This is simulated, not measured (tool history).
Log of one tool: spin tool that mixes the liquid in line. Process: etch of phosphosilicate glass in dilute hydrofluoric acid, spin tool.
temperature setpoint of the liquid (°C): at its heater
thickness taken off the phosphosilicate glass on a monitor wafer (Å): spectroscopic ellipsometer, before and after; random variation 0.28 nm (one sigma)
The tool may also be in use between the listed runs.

| run | hour | temperature setpoint of the liquid (°C) | parts of water to one part of 49 % hydrofluoric acid (parts by volume) | time under the liquid (s) | thickness taken off the phosphosilicate glass on a monitor wafer (Å) |
|---|---|---|---|---|---|
| 1 | 0.0 | 23.0 | 165 | 45 | 461.11 |
| 2 | 2.2 | 19.5 | 165 | 45 | 404.27 |
| 3 | 3.4 | 20.5 | 165 | 45 | 420.62 |
| 4 | 8.0 | 21.5 | 165 | 45 | 436.04 |
| 5 | 16.3 | 24.0 | 165 | 45 | 484.48 |
| 6 | 19.5 | 24.5 | 165 | 45 | 493.42 |
| 7 | 23.5 | 25.0 | 165 | 45 | 501.45 |
| 8 | 28.8 | 25.5 | 165 | 45 | 511.01 |
| 9 | 35.3 | 26.0 | 165 | 45 | 524.67 |
| 10 | 36.7 | 26.5 | 165 | 45 | 527.81 |

Forecast run 11:
| 11 | 42.5 | 27.0 | 165 | 45 | ? |

thickness taken off the phosphosilicate glass on a monitor wafer (Å): 540.69
